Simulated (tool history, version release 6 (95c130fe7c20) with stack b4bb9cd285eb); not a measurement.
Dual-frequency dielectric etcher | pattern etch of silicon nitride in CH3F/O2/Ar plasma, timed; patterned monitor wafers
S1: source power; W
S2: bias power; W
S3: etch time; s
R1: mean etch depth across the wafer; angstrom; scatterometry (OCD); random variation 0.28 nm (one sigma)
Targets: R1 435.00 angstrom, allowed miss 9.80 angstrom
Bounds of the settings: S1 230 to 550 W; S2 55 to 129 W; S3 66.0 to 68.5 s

run  hour   S1   S2    S3      R1
  1   0.0  390   92  66.0  552.24
  2   0.9  330   92  66.0  498.06
  3   8.9  320   91  66.0  488.94
  4  15.0  310   91  66.0  474.87
  5  17.4  310  107  66.0  496.62
  6  18.9  300  106  66.0  492.15
  7  21.5  290  105  66.0  473.63
  8  22.6  280  105  66.0  463.20
  9  31.1  270  105  66.0  446.63

Which of these 5 next moves meets every target?
  A  39.6  260  111  68.5   ?
  B  39.6  280  104  66.5   ?
  C  39.6  290   97  66.5   ?
  D  39.6  240  120  68.5   ?
  E  39.6  270  115  67.5   ?

move      R1
   A  454.83
   B  458.12
   C  459.58
   D  432.68
   E  467.87
A: further off than the last run
B: further off than the last run
C: further off than the last run
D: meets every target
E: further off than the last run
Move D is the one to make.
